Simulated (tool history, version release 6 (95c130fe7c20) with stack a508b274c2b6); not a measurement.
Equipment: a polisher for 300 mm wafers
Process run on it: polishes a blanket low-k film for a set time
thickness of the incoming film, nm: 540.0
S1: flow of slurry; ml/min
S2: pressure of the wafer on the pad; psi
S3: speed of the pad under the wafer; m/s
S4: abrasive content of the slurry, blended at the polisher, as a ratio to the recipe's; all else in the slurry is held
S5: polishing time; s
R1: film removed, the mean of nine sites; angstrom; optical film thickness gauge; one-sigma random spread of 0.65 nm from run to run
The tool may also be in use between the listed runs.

| run | hour | S1 | S2 | S3 | S4 | S5 | R1 |
|---|---|---|---|---|---|---|---|
| 1 | 0 | 190 | 2 | 1.06 | 1 | 64 | 314.46 |
| 2 | 7.8 | 190 | 2.3 | 1.08 | 1 | 64 | 365.47 |
| 3 | 9.8 | 190 | 2.5 | 1.12 | 1 | 64 | 415.16 |
| 4 | 15.6 | 190 | 2.5 | 1.12 | 1.1 | 64 | 421.37 |
| 5 | 23.9 | 190 | 2.3 | 1.12 | 1.1 | 64 | 407.66 |
| 6 | 28 | 190 | 2.3 | 0.94 | 1.1 | 64 | 351.6 |

The next listed run, before its measurement:
| 7 | 31.3 | 190 | 2.5 | 1 | 1.1 | 64 | ? |

R1: 401.42 angstrom

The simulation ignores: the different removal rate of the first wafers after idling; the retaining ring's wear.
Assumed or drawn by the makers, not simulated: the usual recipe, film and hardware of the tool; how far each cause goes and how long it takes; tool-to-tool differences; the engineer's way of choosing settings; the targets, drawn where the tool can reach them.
